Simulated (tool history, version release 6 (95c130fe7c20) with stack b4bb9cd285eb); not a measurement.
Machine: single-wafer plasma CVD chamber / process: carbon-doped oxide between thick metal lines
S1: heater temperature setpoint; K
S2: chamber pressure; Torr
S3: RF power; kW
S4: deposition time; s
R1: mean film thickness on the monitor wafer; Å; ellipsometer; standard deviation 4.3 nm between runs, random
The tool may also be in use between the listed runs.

{"run": 1, "hour": 0.0, "S1": 628.15, "S2": 4.47, "S3": 0.61, "S4": 139, "R1": 7315.7}
{"run": 2, "hour": 3.3, "S1": 637.15, "S2": 4.47, "S3": 0.61, "S4": 139, "R1": 7227.2}
{"run": 3, "hour": 7.0, "S1": 636.15, "S2": 4.83, "S3": 0.64, "S4": 139, "R1": 7490.3}
{"run": 4, "hour": 14.0, "S1": 646.15, "S2": 4.83, "S3": 0.64, "S4": 139, "R1": 7401.9}
{"run": 5, "hour": 15.8, "S1": 646.15, "S2": 4.83, "S3": 0.64, "S4": 139, "R1": 7377.1}
{"run": 6, "hour": 19.7, "S1": 646.15, "S2": 4.55, "S3": 0.64, "S4": 139, "R1": 7311.2}
{"run": 7, "hour": 22.3, "S1": 644.15, "S2": 4.95, "S3": 0.665, "S4": 139, "R1": 7674.4}
{"run": 8, "hour": 30.9, "S1": 642.15, "S2": 5.28, "S3": 0.675, "S4": 139, "R1": 7821.7}
{"run": 9, "hour": 39.1, "S1": 641.15, "S2": 5.52, "S3": 0.685, "S4": 139, "R1": 7980.8}
{"run": 10, "hour": 47.0, "S1": 640.15, "S2": 5.7, "S3": 0.69, "S4": 139, "R1": 8070.1}
{"run": 11, "hour": 55.5, "S1": 639.15, "S2": 5.84, "S3": 0.695, "S4": 139, "R1": 8168.5}

What will run 12 give?
{"run": 12, "hour": 61.2, "S1": 638.15, "S2": 5.94, "S3": 0.7, "S4": 139, "R1": "?"}

Run 12 measured R1 8220 Å.
